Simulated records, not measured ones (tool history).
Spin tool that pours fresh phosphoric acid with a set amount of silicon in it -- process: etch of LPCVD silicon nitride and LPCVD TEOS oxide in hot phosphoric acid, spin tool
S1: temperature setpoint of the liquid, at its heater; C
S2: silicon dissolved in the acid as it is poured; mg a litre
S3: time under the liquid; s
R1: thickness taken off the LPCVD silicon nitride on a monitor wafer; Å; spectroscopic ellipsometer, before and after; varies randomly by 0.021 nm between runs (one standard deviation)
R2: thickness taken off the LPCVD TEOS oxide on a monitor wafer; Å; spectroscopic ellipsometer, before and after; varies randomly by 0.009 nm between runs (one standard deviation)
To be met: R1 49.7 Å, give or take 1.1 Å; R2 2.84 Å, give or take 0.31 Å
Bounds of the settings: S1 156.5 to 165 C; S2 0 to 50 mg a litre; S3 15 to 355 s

run	hour	S1	S2	S3	R1	R2
1	0	160	23.5	180	139.84	6.8787
2	1.8	159.5	22	150	114.3	5.5422
3	2.8	159	20	125	93.663	4.826
4	11.7	159	31.5	125	93.525	3.2159
5	20	158.5	28	110	80.63	3.159
6	21	158.5	28	35	25.727	1.0168
7	23.7	158	25.5	45	32.449	1.3385
8	24.6	158	23.5	50	35.958	1.5649
9	33	157.5	21.5	55	38.983	1.8315
10	37.6	157.5	20.5	60	42.322	2.1009
11	42.3	157.5	19.5	60	42.674	2.1107
12	49.6	157.5	18.5	60	42.785	2.1458
13	55.2	157.5	17.5	60	42.636	2.1344
14	61.9	157.5	16.5	60	43.012	2.1343
15	65.9	157.5	15	60	42.353	2.3537
16	67.3	157.5	14.5	60	42.662	2.2753

Which of these 5 next moves meets every target?
A	68.7	156.5	23.5	80	?	?
B	68.7	157.5	14	70	?	?
C	68.7	156.5	24.5	70	?	?
D	68.7	158	5	50	?	?
E	68.7	158.5	29.5	75	?	?

move	R1	R2
A	55.279	2.2803
B	50.044	2.7996
C	48.369	1.9319
D	36.358	2.5317
E	55.468	2.0105
A: carries the result that was furthest off beyond its target, to the other side
B: every result lands within tolerance
C: closer than the last run, but not yet in spec
D: misses by more than the last run did
E: carries the result that was furthest off beyond its target, to the other side
Correct choice: B, which meets every target

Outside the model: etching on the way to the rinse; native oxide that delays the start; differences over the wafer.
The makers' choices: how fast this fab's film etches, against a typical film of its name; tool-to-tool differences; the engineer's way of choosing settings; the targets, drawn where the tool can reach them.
